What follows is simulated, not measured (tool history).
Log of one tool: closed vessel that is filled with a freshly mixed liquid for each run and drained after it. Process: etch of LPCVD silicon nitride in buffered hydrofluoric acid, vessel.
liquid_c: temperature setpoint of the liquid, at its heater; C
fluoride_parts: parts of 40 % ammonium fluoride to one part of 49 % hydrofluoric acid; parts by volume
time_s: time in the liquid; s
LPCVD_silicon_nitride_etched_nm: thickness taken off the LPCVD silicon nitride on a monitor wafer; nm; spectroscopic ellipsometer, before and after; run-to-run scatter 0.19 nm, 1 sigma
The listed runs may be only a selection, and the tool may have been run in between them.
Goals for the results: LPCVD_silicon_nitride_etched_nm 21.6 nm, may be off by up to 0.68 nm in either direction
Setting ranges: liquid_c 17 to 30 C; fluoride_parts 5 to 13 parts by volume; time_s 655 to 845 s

run,hour,liquid_c,fluoride_parts,time_s,LPCVD_silicon_nitride_etched_nm
1,0,22,8,845,13.957
2,4.2,23.5,8,845,15.279
3,4.9,23.5,6.5,845,18.497
4,13.9,23.5,6.5,655,14.446
5,18,22,6.5,655,13.259
6,23,22,6.5,655,13.45
7,28.2,23.5,6.5,655,14.549
8,31.3,23.5,6.5,655,14.605
9,39.5,25,6.5,655,15.56
10,46.6,26,6,655,17.868
11,47.9,26.5,6,655,18.506

Below are 4 possible settings for the next run. Only one of them brings all results inside the allowed miss of their targets. Which is it?
A,49.2,28,6.5,755,?
B,49.2,20,5,675,?
C,49.2,26.5,6.5,750,?
D,49.2,24.5,6,655,?

move,LPCVD_silicon_nitride_etched_nm
A,21.138
B,15.292
C,19.385
D,16.29
A: all results in spec
B: moves away from the targets compared with the last run
C: an improvement on the last run, though not all results are within tolerance
D: moves away from the targets compared with the last run
Move A is the one to make.
